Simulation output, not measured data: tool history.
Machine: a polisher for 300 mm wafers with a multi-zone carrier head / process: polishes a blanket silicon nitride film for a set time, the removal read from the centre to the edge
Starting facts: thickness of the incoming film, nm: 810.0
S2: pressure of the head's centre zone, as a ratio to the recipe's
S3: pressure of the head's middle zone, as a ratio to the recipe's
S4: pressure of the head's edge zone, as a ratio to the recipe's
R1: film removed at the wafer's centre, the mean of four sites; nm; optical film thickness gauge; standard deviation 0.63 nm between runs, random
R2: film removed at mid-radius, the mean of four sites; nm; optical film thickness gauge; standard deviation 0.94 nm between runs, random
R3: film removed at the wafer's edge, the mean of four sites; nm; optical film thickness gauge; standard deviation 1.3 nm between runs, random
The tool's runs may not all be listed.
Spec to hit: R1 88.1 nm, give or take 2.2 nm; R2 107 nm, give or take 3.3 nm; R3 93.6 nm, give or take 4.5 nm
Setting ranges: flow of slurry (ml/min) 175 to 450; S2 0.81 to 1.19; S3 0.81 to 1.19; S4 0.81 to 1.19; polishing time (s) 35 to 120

{"run": 1, "day": 0.0, "flow of slurry (ml/min)": 290, "S2": 1, "S3": 1, "S4": 1, "polishing time (s)": 77, "R1": 185.2, "R2": 184.04, "R3": 193.24}
{"run": 2, "day": 0.262, "flow of slurry (ml/min)": 290, "S2": 1, "S3": 1, "S4": 0.94, "polishing time (s)": 77, "R1": 182.92, "R2": 184.14, "R3": 182.61}
{"run": 3, "day": 0.354, "flow of slurry (ml/min)": 315, "S2": 1, "S3": 1, "S4": 0.94, "polishing time (s)": 77, "R1": 188.67, "R2": 185.76, "R3": 185.91}
{"run": 4, "day": 0.45, "flow of slurry (ml/min)": 315, "S2": 1.06, "S3": 1, "S4": 0.94, "polishing time (s)": 77, "R1": 201.1, "R2": 183.65, "R3": 186.81}
{"run": 5, "day": 0.475, "flow of slurry (ml/min)": 300, "S2": 1.01, "S3": 1, "S4": 0.91, "polishing time (s)": 66, "R1": 162.39, "R2": 158.55, "R3": 156.1}
{"run": 6, "day": 0.546, "flow of slurry (ml/min)": 285, "S2": 0.97, "S3": 1.01, "S4": 0.88, "polishing time (s)": 58, "R1": 133.97, "R2": 136.12, "R3": 134.29}
{"run": 7, "day": 0.65, "flow of slurry (ml/min)": 280, "S2": 0.95, "S3": 1.04, "S4": 0.86, "polishing time (s)": 53, "R1": 121.06, "R2": 130.17, "R3": 124.98}
{"run": 8, "day": 0.904, "flow of slurry (ml/min)": 280, "S2": 0.94, "S3": 1.06, "S4": 0.85, "polishing time (s)": 48, "R1": 108.01, "R2": 120.12, "R3": 108.93}
{"run": 9, "day": 1.079, "flow of slurry (ml/min)": 280, "S2": 0.92, "S3": 1.07, "S4": 0.84, "polishing time (s)": 46, "R1": 101.77, "R2": 116.25, "R3": 105.55}
{"run": 10, "day": 1.238, "flow of slurry (ml/min)": 285, "S2": 0.91, "S3": 1.08, "S4": 0.83, "polishing time (s)": 44, "R1": 96.283, "R2": 111.96, "R3": 97.701}
{"run": 11, "day": 1.558, "flow of slurry (ml/min)": 285, "S2": 0.9, "S3": 1.08, "S4": 0.83, "polishing time (s)": 44, "R1": 94.28, "R2": 112.33, "R3": 101.62}
{"run": 12, "day": 1.612, "flow of slurry (ml/min)": 255, "S2": 0.9, "S3": 1.11, "S4": 0.81, "polishing time (s)": 38, "R1": 81.979, "R2": 96.926, "R3": 83.232}
{"run": 13, "day": 1.667, "flow of slurry (ml/min)": 335, "S2": 0.9, "S3": 1.11, "S4": 0.83, "polishing time (s)": 38, "R1": 84.768, "R2": 100.31, "R3": 88.838}
{"run": 14, "day": 1.721, "flow of slurry (ml/min)": 335, "S2": 0.9, "S3": 1.11, "S4": 0.83, "polishing time (s)": 39, "R1": 85.801, "R2": 102.64, "R3": 88.458}

Exactly one of the 4 candidate moves below puts every result within its allowed miss. Which one?
{"run": "A", "day": 1.775, "flow of slurry (ml/min)": 415, "S2": 0.87, "S3": 1.06, "S4": 0.88, "polishing time (s)": 38, "R1": "?", "R2": "?", "R3": "?"}
{"run": "B", "day": 1.775, "flow of slurry (ml/min)": 345, "S2": 0.87, "S3": 1.09, "S4": 0.81, "polishing time (s)": 41, "R1": "?", "R2": "?", "R3": "?"}
{"run": "C", "day": 1.775, "flow of slurry (ml/min)": 275, "S2": 0.84, "S3": 1.13, "S4": 0.81, "polishing time (s)": 40, "R1": "?", "R2": "?", "R3": "?"}
{"run": "D", "day": 1.775, "flow of slurry (ml/min)": 350, "S2": 0.95, "S3": 1.07, "S4": 0.81, "polishing time (s)": 38, "R1": "?", "R2": "?", "R3": "?"}

move=A R1=82.54 R2=97.085 R3=91.323
move=B R1=87.864 R2=105.95 R3=94.015
move=C R1=81.199 R2=104.8 R3=90.465
move=D R1=89.077 R2=96.718 R3=87.228
A: its largest miss is bigger than the last run's
B: all results land within tolerance of their targets
C: brings the result that was furthest off to its target, and leaves another outside
D: its largest miss is bigger than the last run's
Correct choice: B, which meets every target
